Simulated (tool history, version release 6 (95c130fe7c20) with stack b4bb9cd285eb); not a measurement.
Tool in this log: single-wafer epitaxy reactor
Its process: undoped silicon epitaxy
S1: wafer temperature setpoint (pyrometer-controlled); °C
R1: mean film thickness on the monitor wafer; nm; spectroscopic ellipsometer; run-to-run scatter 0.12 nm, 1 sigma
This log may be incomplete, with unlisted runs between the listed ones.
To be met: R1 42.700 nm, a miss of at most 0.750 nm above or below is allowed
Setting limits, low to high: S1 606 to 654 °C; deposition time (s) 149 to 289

run 1 day=0.000 | S1=630 deposition_time_(s)=219 | R1=27.644
run 2 day=0.200 | S1=638 deposition_time_(s)=219 | R1=33.473
run 3 day=0.271 | S1=641 deposition_time_(s)=219 | R1=36.242
run 4 day=0.304 | S1=643 deposition_time_(s)=219 | R1=37.977
run 5 day=0.621 | S1=634 deposition_time_(s)=219 | R1=30.610
run 6 day=0.696 | S1=634 deposition_time_(s)=234 | R1=32.562
-- day=0.800 pyrometer calibrated
run 7 day=0.800 | S1=638 deposition_time_(s)=234 | R1=31.259
run 8 day=1.004 | S1=643 deposition_time_(s)=233 | R1=35.157
run 9 day=1.104 | S1=653 deposition_time_(s)=234 | R1=45.127
run 10 day=1.283 | S1=652 deposition_time_(s)=234 | R1=44.078

5 candidate next runs follow, results not yet known. Just one meets every target within its allowed miss. Identify it.
run A day=1.462 | S1=653 deposition_time_(s)=242 | R1=?
run B day=1.462 | S1=649 deposition_time_(s)=257 | R1=?
run C day=1.462 | S1=649 deposition_time_(s)=244 | R1=?
run D day=1.462 | S1=653 deposition_time_(s)=234 | R1=?
run E day=1.462 | S1=647 deposition_time_(s)=265 | R1=?

move=A R1=46.813
move=B R1=45.124
move=C R1=42.842
move=D R1=45.265
move=E R1=44.313
A: moves away from the targets compared with the last run
B: moves away from the targets compared with the last run
C: every result lands within tolerance
D: moves away from the targets compared with the last run
E: moves away from the targets compared with the last run
C meets every target.

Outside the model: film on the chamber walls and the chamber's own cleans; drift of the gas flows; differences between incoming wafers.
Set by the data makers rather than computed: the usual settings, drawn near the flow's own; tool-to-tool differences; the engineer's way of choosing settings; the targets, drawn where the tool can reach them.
